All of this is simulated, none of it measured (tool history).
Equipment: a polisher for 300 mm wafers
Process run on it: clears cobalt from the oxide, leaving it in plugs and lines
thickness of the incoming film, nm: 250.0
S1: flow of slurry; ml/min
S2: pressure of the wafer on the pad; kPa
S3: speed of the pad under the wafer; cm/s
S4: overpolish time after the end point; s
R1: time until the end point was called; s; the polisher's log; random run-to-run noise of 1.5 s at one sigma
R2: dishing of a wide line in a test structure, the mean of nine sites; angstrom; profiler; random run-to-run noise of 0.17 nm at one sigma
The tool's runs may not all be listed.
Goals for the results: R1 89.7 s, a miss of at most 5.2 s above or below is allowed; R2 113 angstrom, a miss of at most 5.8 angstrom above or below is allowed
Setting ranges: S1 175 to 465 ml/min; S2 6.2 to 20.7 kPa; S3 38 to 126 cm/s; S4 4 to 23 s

run	hour	S1	S2	S3	S4	R1	R2
1	0	295	13.1	82	12	63.801	268.12
2	8.4	290	12.4	80	11	67.031	248.53
3	13.6	290	11	80	11	77.161	226.41
4	22	295	10.3	82	10	78.5	207.97
5	23	220	10.3	82	10	83.295	214.05
6	26	265	9.7	82	9	88.767	188.42
7	29.6	350	6.9	96	4	103.28	80.797
8	32.5	330	6.9	96	4	100.77	82.619
9	38.2	315	6.9	96	4	101.48	83.594
10	41.5	310	9	96	9	80.795	200.52
11	45.8	330	9	92	9	82.336	190.45
12	48.2	330	9.7	88	9	79.843	201.42

4 next moves are on the table. One of them brings every result within its allowed miss. Which?
A	50.6	415	11.7	76	11	?	?
B	50.6	435	9	84	5	?	?
C	50.6	365	9	86	4	?	?
D	50.6	345	7.6	92	8	?	?

move	R1	R2
A	73.823	241.88
B	86.987	115.92
C	86.205	96.166
D	95.459	158.63
A: its largest miss is bigger than the last run's
B: meets every target
C: takes the result that was furthest off past its target
D: closes in on the targets versus the last run, not all within tolerance yet
Go with B: it meets all targets.
